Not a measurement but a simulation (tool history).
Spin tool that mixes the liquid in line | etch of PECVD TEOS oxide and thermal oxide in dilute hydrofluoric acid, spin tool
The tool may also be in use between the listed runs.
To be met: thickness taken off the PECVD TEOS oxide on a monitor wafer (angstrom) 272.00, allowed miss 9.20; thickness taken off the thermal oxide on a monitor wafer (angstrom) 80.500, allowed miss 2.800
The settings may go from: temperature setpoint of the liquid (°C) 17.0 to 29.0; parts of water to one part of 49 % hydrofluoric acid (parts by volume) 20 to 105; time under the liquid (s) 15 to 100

run	hour	temperature setpoint of the liquid (°C)	parts of water to one part of 49 % hydrofluoric acid (parts by volume)	time under the liquid (s)	thickness taken off the PECVD TEOS oxide on a monitor wafer (angstrom)	thickness taken off the thermal oxide on a monitor wafer (angstrom)
1	0.0	21.0	55	50	157.04	46.842
2	3.2	22.5	50	50	191.05	55.722
3	11.7	23.5	50	50	197.79	58.723
4	12.7	24.5	50	50	205.01	60.469
5	21.1	21.5	50	50	180.38	54.261
6	24.7	21.5	65	50	136.76	40.238
7	29.0	23.0	60	50	157.80	47.427
# hour 36.4: hydrofluoric acid flow meter replaced
8	36.4	26.5	35	50	293.16	86.042
9	44.7	26.0	35	50	287.13	84.518

Which of these 5 next moves meets every target?
A	53.0	25.0	30	45	?	?
B	53.0	29.0	20	25	?	?
C	53.0	23.5	30	45	?	?
D	53.0	20.5	30	55	?	?
E	53.0	25.0	20	30	?	?

move	thickness taken off the PECVD TEOS oxide on a monitor wafer (angstrom)	thickness taken off the thermal oxide on a monitor wafer (angstrom)
A	289.49	86.196
B	288.62	85.936
C	271.91	80.961
D	292.59	87.116
E	293.56	87.406
A: further off than the last run
B: further off than the last run
C: meets every target
D: further off than the last run
E: further off than the last run
The right move is C.

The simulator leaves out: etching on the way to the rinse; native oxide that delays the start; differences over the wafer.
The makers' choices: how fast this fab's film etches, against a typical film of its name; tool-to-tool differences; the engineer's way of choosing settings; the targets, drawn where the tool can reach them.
